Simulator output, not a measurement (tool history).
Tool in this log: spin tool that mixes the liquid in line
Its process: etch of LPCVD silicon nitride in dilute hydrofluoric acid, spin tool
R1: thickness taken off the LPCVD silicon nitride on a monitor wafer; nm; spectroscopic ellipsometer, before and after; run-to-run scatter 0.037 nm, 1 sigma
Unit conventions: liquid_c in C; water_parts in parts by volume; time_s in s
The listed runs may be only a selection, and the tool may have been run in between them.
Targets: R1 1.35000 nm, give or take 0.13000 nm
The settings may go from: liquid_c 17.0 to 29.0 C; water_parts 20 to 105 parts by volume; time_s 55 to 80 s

run 1 hour=0.0 | liquid_c=21.0 water_parts=55 time_s=80 | R1=0.54172
run 2 hour=1.2 | liquid_c=21.0 water_parts=55 time_s=80 | R1=0.55551
run 3 hour=9.6 | liquid_c=23.0 water_parts=50 time_s=80 | R1=0.66114
run 4 hour=12.7 | liquid_c=23.0 water_parts=65 time_s=80 | R1=0.53576
run 5 hour=17.9 | liquid_c=24.5 water_parts=55 time_s=80 | R1=0.72689
run 6 hour=21.0 | liquid_c=25.5 water_parts=50 time_s=80 | R1=0.82085
run 7 hour=25.7 | liquid_c=29.0 water_parts=25 time_s=80 | R1=1.90320
run 8 hour=32.9 | liquid_c=28.0 water_parts=25 time_s=80 | R1=1.93080
run 9 hour=36.4 | liquid_c=27.0 water_parts=25 time_s=80 | R1=1.89010
run 10 hour=40.9 | liquid_c=26.0 water_parts=25 time_s=80 | R1=1.65700
run 11 hour=41.7 | liquid_c=25.5 water_parts=25 time_s=80 | R1=1.70870
run 12 hour=47.9 | liquid_c=25.0 water_parts=25 time_s=80 | R1=1.54530
run 13 hour=56.5 | liquid_c=24.5 water_parts=25 time_s=80 | R1=1.52860

Pick the move, out of 5, that brings all results within their allowed miss; only one does.
run A hour=65.1 | liquid_c=24.5 water_parts=20 time_s=75 | R1=?
run B hour=65.1 | liquid_c=26.0 water_parts=25 time_s=80 | R1=?
run C hour=65.1 | liquid_c=27.0 water_parts=25 time_s=75 | R1=?
run D hour=65.1 | liquid_c=24.0 water_parts=20 time_s=60 | R1=?
run E hour=65.1 | liquid_c=26.5 water_parts=20 time_s=65 | R1=?

move=A R1=1.74540
move=B R1=1.66470
move=C R1=1.66900
move=D R1=1.34940
move=E R1=1.73240
A: misses by more than the last run did
B: misses by more than the last run did
C: misses by more than the last run did
D: every result within its allowed miss
E: misses by more than the last run did
The move that meets every target is D.
